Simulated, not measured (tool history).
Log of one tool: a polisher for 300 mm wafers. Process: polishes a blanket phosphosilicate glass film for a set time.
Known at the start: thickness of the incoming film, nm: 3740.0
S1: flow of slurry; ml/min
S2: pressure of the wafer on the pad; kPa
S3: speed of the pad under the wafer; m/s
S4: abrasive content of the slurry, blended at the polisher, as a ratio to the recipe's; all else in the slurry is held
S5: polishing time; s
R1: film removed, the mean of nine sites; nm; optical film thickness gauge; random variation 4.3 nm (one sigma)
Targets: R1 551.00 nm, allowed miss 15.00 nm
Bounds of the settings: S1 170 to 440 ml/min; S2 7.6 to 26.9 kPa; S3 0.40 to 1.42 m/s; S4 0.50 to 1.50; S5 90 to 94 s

run,hour,S1,S2,S3,S4,S5,R1
1,0.0,280,17.2,0.90,1.00,90,489.64
2,5.3,285,17.9,0.90,1.00,90,500.64
3,11.1,285,17.9,0.90,1.00,90,504.72
4,13.6,285,13.8,0.90,1.00,90,392.74
5,15.4,285,15.2,0.90,1.00,90,433.11
6,17.1,285,16.5,0.90,1.00,90,465.30
7,22.6,285,17.2,0.90,1.00,90,481.76
8,27.7,285,17.9,0.90,1.00,90,504.57
9,35.6,285,18.6,0.90,1.00,90,532.80

Which of these 5 next moves meets every target?
A,43.5,270,14.5,1.16,1.05,90,?
B,43.5,285,17.9,0.84,1.15,90,?
C,43.5,295,18.6,0.88,0.90,94,?
D,43.5,290,20.7,0.78,1.00,90,?
E,43.5,315,16.5,1.16,0.95,90,?

move,R1
A,516.19
B,527.72
C,508.28
D,529.28
E,558.09
A: further off than the last run
B: further off than the last run
C: further off than the last run
D: further off than the last run
E: meets every target
The right move is E.
